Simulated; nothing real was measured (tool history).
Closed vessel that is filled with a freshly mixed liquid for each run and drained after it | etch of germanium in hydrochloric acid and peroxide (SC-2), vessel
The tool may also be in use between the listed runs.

run	hour	temperature setpoint of the liquid (C)	parts of water to one part each of 37 % hydrochloric acid and 30 % peroxide (parts by volume)	time in the liquid (s)	thickness taken off the germanium on a monitor wafer (Å)
1	0.0	53.0	6	30	939.77
2	8.3	53.0	8	30	928.54
3	10.4	50.0	8	30	843.12
4	17.6	50.0	8	30	846.59
5	20.1	50.0	7	30	849.30
6	22.6	48.0	7	30	791.43
7	27.7	46.5	7	30	757.35
8	30.1	46.5	7	30	755.88

Run 9 comes next. What will it give?
9	38.8	45.5	7	30	?

Run 9 gave thickness taken off the germanium on a monitor wafer (Å) 735.21.

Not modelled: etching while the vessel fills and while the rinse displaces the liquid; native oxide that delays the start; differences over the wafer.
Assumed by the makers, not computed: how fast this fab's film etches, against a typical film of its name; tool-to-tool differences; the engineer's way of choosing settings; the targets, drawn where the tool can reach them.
